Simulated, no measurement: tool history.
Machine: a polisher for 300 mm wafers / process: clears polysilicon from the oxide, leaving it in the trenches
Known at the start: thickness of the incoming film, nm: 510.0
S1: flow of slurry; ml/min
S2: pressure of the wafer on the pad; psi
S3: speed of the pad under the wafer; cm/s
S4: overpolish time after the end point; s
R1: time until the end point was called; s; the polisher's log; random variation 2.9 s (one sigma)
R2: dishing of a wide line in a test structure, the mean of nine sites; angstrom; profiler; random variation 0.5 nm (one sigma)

{"run": 1, "hour": 0.0, "S1": 140, "S2": 1.8, "S3": 90, "S4": 15, "R1": 76.922, "R2": 235.85}
{"run": 2, "hour": 5.3, "S1": 140, "S2": 1.5, "S3": 86, "S4": 16, "R1": 99.271, "R2": 242.72}
{"run": 3, "hour": 13.0, "S1": 140, "S2": 1.5, "S3": 86, "S4": 18, "R1": 97.444, "R2": 245.02}
{"run": 4, "hour": 16.4, "S1": 140, "S2": 1.5, "S3": 86, "S4": 15, "R1": 96.342, "R2": 230.68}
{"run": 5, "hour": 19.8, "S1": 140, "S2": 1.3, "S3": 84, "S4": 16, "R1": 114.81, "R2": 226.78}
{"run": 6, "hour": 27.0, "S1": 160, "S2": 1.3, "S3": 84, "S4": 16, "R1": 110.65, "R2": 225.61}

Run 7 is up next; what results do you expect?
{"run": 7, "hour": 35.0, "S1": 160, "S2": 1.3, "S3": 84, "S4": 16, "R1": "?", "R2": "?"}

R1: 111.890 s
R2: 234.02 angstrom
